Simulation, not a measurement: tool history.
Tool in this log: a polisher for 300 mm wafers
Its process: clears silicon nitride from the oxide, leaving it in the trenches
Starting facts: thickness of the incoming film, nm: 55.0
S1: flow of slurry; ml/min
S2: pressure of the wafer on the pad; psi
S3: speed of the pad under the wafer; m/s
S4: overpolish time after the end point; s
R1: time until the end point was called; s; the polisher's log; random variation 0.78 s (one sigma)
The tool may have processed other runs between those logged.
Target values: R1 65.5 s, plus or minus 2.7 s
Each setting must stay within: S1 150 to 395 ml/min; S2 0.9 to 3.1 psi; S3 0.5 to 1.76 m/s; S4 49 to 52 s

run	hour	S1	S2	S3	S4	R1
1	0	250	2	1.12	49	95.716
2	4.2	250	2	1.12	49	95.438
3	5.3	250	2	0.86	49	118.24
4	13.3	250	2	0.86	52	114.69
5	17.6	295	2	0.86	52	118.59
6	19	295	1.7	0.86	52	130.34
7	25.4	295	1.7	0.86	52	132.01
8	31.1	295	2	0.9	52	111.11
9	37.7	295	2.2	0.92	52	99.108
10	42.8	295	2.2	0.92	52	99.043
11	45.8	295	2.4	0.92	52	91.898
# hour 54.8: slurry nozzle cleaned
12	54.8	295	2.4	0.92	52	90.399
13	59.1	295	3	0.94	52	71.448

Exercise: of the 5 proposed moves below, exactly one satisfies all targets within the stated allowed misses. Which move is it?
A	63.4	300	2.9	0.94	52	?
B	63.4	285	3.1	0.88	52	?
C	63.4	395	3.1	0.96	49	?
D	63.4	320	2.9	0.94	52	?
E	63.4	305	3.1	1.1	52	?

move	R1
A	72.228
B	71.509
C	65.216
D	71.814
E	59.944
A: the biggest miss grows against the last run
B: about the same distance from the targets as the last run
C: every result lands within tolerance
D: the biggest miss grows against the last run
E: takes the result that was furthest off past its target
C meets every target.
